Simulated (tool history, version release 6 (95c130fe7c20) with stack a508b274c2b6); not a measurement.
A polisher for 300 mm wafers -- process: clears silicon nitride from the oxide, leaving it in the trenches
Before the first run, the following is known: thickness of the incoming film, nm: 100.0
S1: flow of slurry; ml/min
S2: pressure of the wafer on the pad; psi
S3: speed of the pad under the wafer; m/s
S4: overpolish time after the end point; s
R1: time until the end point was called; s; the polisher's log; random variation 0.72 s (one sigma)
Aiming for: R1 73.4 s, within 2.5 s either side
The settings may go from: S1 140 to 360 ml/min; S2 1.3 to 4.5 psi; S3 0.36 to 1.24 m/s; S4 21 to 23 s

run 1 day=0 | S1=230 S2=2.9 S3=0.8 S4=21 | R1=137.71
run 2 day=0.042 | S1=230 S2=3.2 S3=0.82 S4=21 | R1=124.06
run 3 day=0.204 | S1=230 S2=3.2 S3=0.82 S4=23 | R1=122.96
run 4 day=0.383 | S1=230 S2=3.2 S3=0.96 S4=23 | R1=105.26
run 5 day=0.554 | S1=230 S2=3.2 S3=0.96 S4=23 | R1=105.86
-- day=0.917 worn pad replaced by a new one
run 6 day=0.917 | S1=230 S2=3.2 S3=0.96 S4=21 | R1=98.322
run 7 day=1.225 | S1=230 S2=3.4 S3=0.96 S4=21 | R1=95.214
run 8 day=1.462 | S1=230 S2=3.5 S3=0.96 S4=21 | R1=91.149
run 9 day=1.625 | S1=230 S2=3.6 S3=0.96 S4=21 | R1=87.695
run 10 day=1.675 | S1=230 S2=3.7 S3=0.96 S4=21 | R1=86.097

Exercise: of the 5 proposed moves below, exactly one satisfies all targets within the stated allowed misses. Which move is it?
run A day=1.725 | S1=280 S2=4.2 S3=0.9 S4=23 | R1=?
run B day=1.725 | S1=145 S2=4.4 S3=1.04 S4=21 | R1=?
run C day=1.725 | S1=260 S2=3.2 S3=0.9 S4=22 | R1=?
run D day=1.725 | S1=275 S2=4.4 S3=1.06 S4=21 | R1=?
run E day=1.725 | S1=215 S2=3.9 S3=0.76 S4=22 | R1=?

move=A R1=79.5
move=B R1=73.495
move=C R1=104.49
move=D R1=65.428
move=E R1=102.89
A: closes in on the targets versus the last run, not all within tolerance yet
B: hits every target within its allowed miss
C: further off than the last run
D: the result that was furthest off in the last run now lies on the other side of its target
E: further off than the last run
Go with B: it meets all targets.

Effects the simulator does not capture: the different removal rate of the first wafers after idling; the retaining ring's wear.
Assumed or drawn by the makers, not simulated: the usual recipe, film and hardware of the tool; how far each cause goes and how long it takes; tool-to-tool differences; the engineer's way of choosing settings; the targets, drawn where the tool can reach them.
